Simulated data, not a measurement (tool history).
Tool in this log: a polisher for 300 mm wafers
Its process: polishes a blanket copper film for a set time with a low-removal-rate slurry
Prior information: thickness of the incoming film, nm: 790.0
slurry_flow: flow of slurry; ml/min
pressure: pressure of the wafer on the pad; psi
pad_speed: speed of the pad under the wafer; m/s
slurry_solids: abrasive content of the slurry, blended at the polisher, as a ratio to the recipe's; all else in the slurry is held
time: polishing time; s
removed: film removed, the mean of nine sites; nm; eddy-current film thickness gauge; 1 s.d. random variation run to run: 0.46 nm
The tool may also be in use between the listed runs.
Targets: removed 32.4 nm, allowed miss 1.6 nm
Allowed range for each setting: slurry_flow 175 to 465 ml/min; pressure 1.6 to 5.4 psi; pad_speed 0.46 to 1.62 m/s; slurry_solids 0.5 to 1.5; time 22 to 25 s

| run | hour | slurry_flow | pressure | pad_speed | slurry_solids | time | removed |
|---|---|---|---|---|---|---|---|
| 1 | 0 | 295 | 3.5 | 1.04 | 1 | 25 | 91.822 |
| 2 | 3.2 | 295 | 3 | 0.9 | 1 | 25 | 69.621 |
| 3 | 9.8 | 225 | 3 | 0.9 | 1 | 25 | 68.584 |
| 4 | 10.8 | 225 | 3 | 0.9 | 1 | 25 | 68.284 |
| 5 | 14.1 | 225 | 3 | 0.9 | 0.8 | 25 | 63.74 |
| 6 | 22 | 225 | 2.6 | 0.82 | 0.8 | 25 | 50.746 |
| 7 | 28.8 | 225 | 2.3 | 0.78 | 0.8 | 25 | 44.158 |
| 8 | 30.2 | 225 | 2.1 | 0.76 | 0.8 | 25 | 39.593 |
| 9 | 34 | 225 | 2 | 0.76 | 0.8 | 25 | 37.138 |
| 10 | 39 | 225 | 1.9 | 0.76 | 0.8 | 25 | 34.87 |
| 11 | 47.5 | 225 | 1.8 | 0.76 | 0.8 | 25 | 34.687 |

Which single option among these 5 for the next run brings every result within its allowed miss of target? Just one does.
| A | 56 | 245 | 1.9 | 0.86 | 0.95 | 22 | ? |
| B | 56 | 230 | 2 | 0.66 | 0.75 | 24 | ? |
| C | 56 | 235 | 1.6 | 0.9 | 0.85 | 25 | ? |
| D | 56 | 205 | 2.4 | 0.64 | 0.8 | 24 | ? |
| E | 56 | 215 | 2 | 0.74 | 0.8 | 24 | ? |

| move | removed |
|---|---|
| A | 37.767 |
| B | 32.794 |
| C | 36.774 |
| D | 38.005 |
| E | 36.126 |
A: its largest miss is bigger than the last run's
B: every result lands within tolerance
C: its largest miss is bigger than the last run's
D: its largest miss is bigger than the last run's
E: its largest miss is bigger than the last run's
Correct choice: B, which meets every target
